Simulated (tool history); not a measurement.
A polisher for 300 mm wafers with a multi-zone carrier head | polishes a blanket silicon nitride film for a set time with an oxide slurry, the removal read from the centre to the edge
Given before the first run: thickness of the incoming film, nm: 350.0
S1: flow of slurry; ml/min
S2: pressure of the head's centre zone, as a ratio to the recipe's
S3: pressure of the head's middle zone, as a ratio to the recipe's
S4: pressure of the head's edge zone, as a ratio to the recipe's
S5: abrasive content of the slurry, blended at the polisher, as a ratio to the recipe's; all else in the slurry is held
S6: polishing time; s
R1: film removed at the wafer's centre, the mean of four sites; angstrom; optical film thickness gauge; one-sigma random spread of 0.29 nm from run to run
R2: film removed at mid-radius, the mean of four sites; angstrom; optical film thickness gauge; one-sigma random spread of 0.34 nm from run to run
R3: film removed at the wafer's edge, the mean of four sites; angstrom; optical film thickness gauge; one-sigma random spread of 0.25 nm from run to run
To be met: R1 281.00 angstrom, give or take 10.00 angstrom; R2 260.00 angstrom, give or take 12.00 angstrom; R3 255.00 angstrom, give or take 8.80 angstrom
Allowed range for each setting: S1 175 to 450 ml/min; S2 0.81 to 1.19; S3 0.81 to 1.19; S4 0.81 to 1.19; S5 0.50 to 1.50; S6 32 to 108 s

Run 1, hour 0.0: S1 290 ml/min, S2 1.00, S3 1.00, S4 1.00, S5 1.00, S6 70 s. Result: R1 490.48 angstrom, R2 462.69 angstrom, R3 472.56 angstrom.
Run 2, hour 6.9: S1 290 ml/min, S2 1.00, S3 1.00, S4 0.93, S5 1.00, S6 70 s. Result: R1 474.66 angstrom, R2 467.47 angstrom, R3 455.94 angstrom.
Run 3, hour 9.3: S1 255 ml/min, S2 1.00, S3 1.00, S4 0.93, S5 1.00, S6 70 s. Result: R1 473.63 angstrom, R2 466.43 angstrom, R3 453.24 angstrom.
Run 4, hour 14.8: S1 255 ml/min, S2 1.00, S3 1.00, S4 0.93, S5 1.00, S6 62 s. Result: R1 430.46 angstrom, R2 414.35 angstrom, R3 398.59 angstrom.
At hour 19.4: centre zone pressure recalibrated.
Run 5, hour 19.4: S1 255 ml/min, S2 1.03, S3 1.00, S4 0.93, S5 1.00, S6 62 s. Result: R1 417.53 angstrom, R2 411.56 angstrom, R3 402.16 angstrom.
Run 6, hour 22.5: S1 255 ml/min, S2 1.03, S3 1.05, S4 0.93, S5 1.00, S6 62 s. Result: R1 419.24 angstrom, R2 430.83 angstrom, R3 392.96 angstrom.
Run 7, hour 30.0: S1 255 ml/min, S2 1.05, S3 1.03, S4 0.92, S5 0.85, S6 58 s. Result: R1 363.26 angstrom, R2 360.05 angstrom, R3 340.05 angstrom.
Run 8, hour 38.3: S1 255 ml/min, S2 1.07, S3 1.02, S4 0.90, S5 0.75, S6 57 s. Result: R1 344.43 angstrom, R2 328.02 angstrom, R3 314.85 angstrom.

Next run, 4 choices. One meets every target within its allowed miss, the rest don't. Which?
Run A, hour 46.6: S1 260 ml/min, S2 1.15, S3 1.02, S4 0.83, S5 0.85, S6 64 s. Result: R1 ?, R2 ?, R3 ?.
Run B, hour 46.6: S1 305 ml/min, S2 1.08, S3 0.97, S4 0.91, S5 0.75, S6 45 s. Result: R1 ?, R2 ?, R3 ?.
Run C, hour 46.6: S1 195 ml/min, S2 0.81, S3 0.90, S4 1.19, S5 0.65, S6 63 s. Result: R1 ?, R2 ?, R3 ?.
Run D, hour 46.6: S1 290 ml/min, S2 0.99, S3 0.97, S4 0.95, S5 0.60, S6 54 s. Result: R1 ?, R2 ?, R3 ?.

move      R1      R2      R3
   A  434.79  405.61  375.03
   B  272.94  261.09  257.79
   C  253.45  306.92  358.77
   D  262.94  274.23  275.26
A: the biggest miss grows against the last run
B: every result lands within tolerance
C: the biggest miss grows against the last run
D: gains on the last run, yet a result remains outside its allowed miss
Move B is the one to make.
